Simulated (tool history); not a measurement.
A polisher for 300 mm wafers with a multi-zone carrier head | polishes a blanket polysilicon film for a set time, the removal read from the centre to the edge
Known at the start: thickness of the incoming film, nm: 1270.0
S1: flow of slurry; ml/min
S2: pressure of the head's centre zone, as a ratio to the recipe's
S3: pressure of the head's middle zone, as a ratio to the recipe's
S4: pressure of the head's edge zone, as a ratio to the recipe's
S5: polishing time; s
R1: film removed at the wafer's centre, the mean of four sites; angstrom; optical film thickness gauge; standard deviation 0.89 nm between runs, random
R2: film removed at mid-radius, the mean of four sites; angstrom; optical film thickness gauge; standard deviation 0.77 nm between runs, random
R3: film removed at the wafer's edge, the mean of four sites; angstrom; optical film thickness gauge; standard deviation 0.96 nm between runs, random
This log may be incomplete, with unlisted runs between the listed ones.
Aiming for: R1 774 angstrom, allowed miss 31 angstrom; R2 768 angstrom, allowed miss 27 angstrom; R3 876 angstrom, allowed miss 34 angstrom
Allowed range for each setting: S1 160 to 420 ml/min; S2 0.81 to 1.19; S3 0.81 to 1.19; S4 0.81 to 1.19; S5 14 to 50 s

| run | day | S1 | S2 | S3 | S4 | S5 | R1 | R2 | R3 |
|---|---|---|---|---|---|---|---|---|---|
| 1 | 0 | 270 | 1 | 1 | 1 | 32 | 1306.6 | 1272.1 | 1288.9 |
| 2 | 0.246 | 270 | 1.06 | 1 | 1 | 32 | 1367.1 | 1247.5 | 1299.3 |
| 3 | 0.592 | 270 | 1.06 | 1 | 0.95 | 32 | 1371.3 | 1264.9 | 1247.4 |
| 4 | 0.692 | 310 | 1.06 | 1 | 0.95 | 32 | 1362.2 | 1279 | 1294.6 |
| 5 | 0.775 | 310 | 1.06 | 1 | 0.95 | 35 | 1513.2 | 1382.3 | 1371.8 |
| 6 | 0.933 | 310 | 1.06 | 1 | 0.95 | 28 | 1211.7 | 1124.3 | 1109 |
| 7 | 0.975 | 310 | 1.06 | 1 | 0.95 | 28 | 1200.4 | 1098.8 | 1122.4 |
| 8 | 1.271 | 315 | 1.03 | 0.98 | 0.95 | 27 | 1111.9 | 1043.1 | 1076.1 |
| 9 | 1.458 | 280 | 0.93 | 0.88 | 0.9 | 22 | 840.36 | 791.32 | 833.99 |

Consider the 4 candidate settings below. Which is the only one whose results all fall within their allowed miss of target?
| A | 1.646 | 300 | 0.81 | 0.84 | 1.12 | 20 | ? | ? | ? |
| B | 1.646 | 390 | 0.82 | 0.84 | 0.92 | 22 | ? | ? | ? |
| C | 1.646 | 310 | 0.83 | 0.94 | 0.94 | 22 | ? | ? | ? |
| D | 1.646 | 285 | 1.01 | 0.96 | 0.84 | 22 | ? | ? | ? |

| move | R1 | R2 | R3 |
|---|---|---|---|
| A | 685.89 | 684.5 | 863.58 |
| B | 781.02 | 769.65 | 877.69 |
| C | 773.61 | 829.06 | 872.73 |
| D | 910.48 | 836.61 | 823.91 |
A: the result that was furthest off in the last run now lies on the other side of its target
B: every result within its allowed miss
C: meets the target for the result that was furthest off, but another lies outside its allowed miss
D: misses by more than the last run did
Move B is the one to make.

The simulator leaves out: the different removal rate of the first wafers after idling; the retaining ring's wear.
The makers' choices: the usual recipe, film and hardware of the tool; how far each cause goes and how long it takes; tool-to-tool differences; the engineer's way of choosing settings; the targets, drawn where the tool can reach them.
